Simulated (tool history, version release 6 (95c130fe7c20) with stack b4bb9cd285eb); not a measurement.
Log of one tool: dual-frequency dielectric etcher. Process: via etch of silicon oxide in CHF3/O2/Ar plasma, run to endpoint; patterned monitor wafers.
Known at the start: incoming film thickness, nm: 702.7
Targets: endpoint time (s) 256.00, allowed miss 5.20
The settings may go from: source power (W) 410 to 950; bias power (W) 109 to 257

{"run": 1, "hour": 0.0, "source power (W)": 680, "bias power (W)": 183, "endpoint time (s)": 293.65}
{"run": 2, "hour": 2.4, "source power (W)": 730, "bias power (W)": 186, "endpoint time (s)": 286.29}
{"run": 3, "hour": 8.3, "source power (W)": 770, "bias power (W)": 190, "endpoint time (s)": 279.94}
{"run": 4, "hour": 14.3, "source power (W)": 670, "bias power (W)": 190, "endpoint time (s)": 293.29}
{"run": 5, "hour": 23.1, "source power (W)": 550, "bias power (W)": 190, "endpoint time (s)": 310.62}
{"run": 6, "hour": 27.6, "source power (W)": 600, "bias power (W)": 190, "endpoint time (s)": 302.51}
{"run": 7, "hour": 34.2, "source power (W)": 670, "bias power (W)": 195, "endpoint time (s)": 288.96}
{"run": 8, "hour": 41.3, "source power (W)": 720, "bias power (W)": 198, "endpoint time (s)": 282.69}
{"run": 9, "hour": 43.1, "source power (W)": 720, "bias power (W)": 198, "endpoint time (s)": 281.69}
{"run": 10, "hour": 46.4, "source power (W)": 720, "bias power (W)": 198, "endpoint time (s)": 281.61}
{"run": 11, "hour": 49.4, "source power (W)": 760, "bias power (W)": 201, "endpoint time (s)": 276.48}
{"run": 12, "hour": 50.5, "source power (W)": 790, "bias power (W)": 204, "endpoint time (s)": 269.15}
{"run": 13, "hour": 51.8, "source power (W)": 810, "bias power (W)": 205, "endpoint time (s)": 268.26}
{"run": 14, "hour": 59.6, "source power (W)": 830, "bias power (W)": 207, "endpoint time (s)": 264.75}
{"hour": 62.0, "done": "bias power generator calibrated"}
{"run": 15, "hour": 62.0, "source power (W)": 840, "bias power (W)": 208, "endpoint time (s)": 263.09}

5 next moves are on the table. One of them brings every result within its allowed miss. Which?
{"run": "A", "hour": 64.4, "source power (W)": 750, "bias power (W)": 221, "endpoint time (s)": "?"}
{"run": "B", "hour": 64.4, "source power (W)": 810, "bias power (W)": 207, "endpoint time (s)": "?"}
{"run": "C", "hour": 64.4, "source power (W)": 830, "bias power (W)": 225, "endpoint time (s)": "?"}
{"run": "D", "hour": 64.4, "source power (W)": 850, "bias power (W)": 185, "endpoint time (s)": "?"}
{"run": "E", "hour": 64.4, "source power (W)": 900, "bias power (W)": 178, "endpoint time (s)": "?"}

move=A endpoint_time_(s)=265.58
move=B endpoint_time_(s)=264.52
move=C endpoint_time_(s)=255.51
move=D endpoint_time_(s)=269.66
move=E endpoint_time_(s)=267.70
A: further off than the last run
B: further off than the last run
C: meets every target
D: further off than the last run
E: further off than the last run
Move C is the one to make.
